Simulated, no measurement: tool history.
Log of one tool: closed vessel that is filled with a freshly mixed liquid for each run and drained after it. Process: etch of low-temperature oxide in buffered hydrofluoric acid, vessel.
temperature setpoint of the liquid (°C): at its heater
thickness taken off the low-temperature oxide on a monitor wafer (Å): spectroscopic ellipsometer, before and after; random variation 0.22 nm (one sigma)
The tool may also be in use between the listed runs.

run	hour	temperature setpoint of the liquid (°C)	parts of 40 % ammonium fluoride to one part of 49 % hydrofluoric acid (parts by volume)	time in the liquid (s)	thickness taken off the low-temperature oxide on a monitor wafer (Å)
1	0	22	13	35	1254.5
2	6.2	21	14	35	1099.6
3	13.4	20	14.5	35	1005.2
4	18	19.5	15	35	947.41
5	21.7	19.5	13	35	1090.8
6	30.7	19.5	13	35	1089
7	32.4	19	14	35	986.06
8	34.5	18.5	14.5	35	927.59

The next listed run, before its measurement:
9	37.6	18	15	35	?

{"run 9": {"thickness taken off the low-temperature oxide on a monitor wafer (Å)": 872.6}}

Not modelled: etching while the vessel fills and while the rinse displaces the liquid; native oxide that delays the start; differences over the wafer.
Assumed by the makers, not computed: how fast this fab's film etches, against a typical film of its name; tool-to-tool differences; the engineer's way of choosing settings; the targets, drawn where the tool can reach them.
